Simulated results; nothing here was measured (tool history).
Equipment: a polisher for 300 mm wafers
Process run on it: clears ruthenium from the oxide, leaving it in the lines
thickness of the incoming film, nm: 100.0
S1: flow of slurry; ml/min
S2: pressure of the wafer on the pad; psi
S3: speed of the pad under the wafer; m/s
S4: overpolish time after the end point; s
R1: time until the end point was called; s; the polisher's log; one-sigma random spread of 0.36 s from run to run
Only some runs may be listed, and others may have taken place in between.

Run 1, hour 0: S1 125 ml/min, S2 2.8 psi, S3 1.2 m/s, S4 17 s. Result: R1 46.213 s.
Run 2, hour 5.8: S1 125 ml/min, S2 3 psi, S3 1.2 m/s, S4 17 s. Result: R1 43.118 s.
Run 3, hour 10.8: S1 125 ml/min, S2 3 psi, S3 1.1 m/s, S4 17 s. Result: R1 44.862 s.
Run 4, hour 18.4: S1 125 ml/min, S2 3 psi, S3 1.1 m/s, S4 17 s. Result: R1 44.737 s.
Run 5, hour 21.2: S1 125 ml/min, S2 3 psi, S3 1.1 m/s, S4 17 s. Result: R1 45.031 s.
Run 6, hour 29.7: S1 125 ml/min, S2 3.2 psi, S3 1.1 m/s, S4 17 s. Result: R1 42.676 s.
Run 7, hour 32.3: S1 125 ml/min, S2 3.4 psi, S3 1.1 m/s, S4 17 s. Result: R1 40.319 s.
Run 8, hour 33.5: S1 125 ml/min, S2 3.6 psi, S3 1.12 m/s, S4 17 s. Result: R1 37.281 s.
Run 9, hour 36.9: S1 140 ml/min, S2 4.4 psi, S3 1.14 m/s, S4 17 s. Result: R1 30.093 s.
Run 10, hour 44.1: S1 140 ml/min, S2 4.4 psi, S3 1.16 m/s, S4 17 s. Result: R1 29.273 s.

Expected results for the next run?
Run 11, hour 49.2: S1 140 ml/min, S2 4.4 psi, S3 1.16 m/s, S4 17 s. Result: R1 ?.

{"run 11": {"R1": 29.684}}
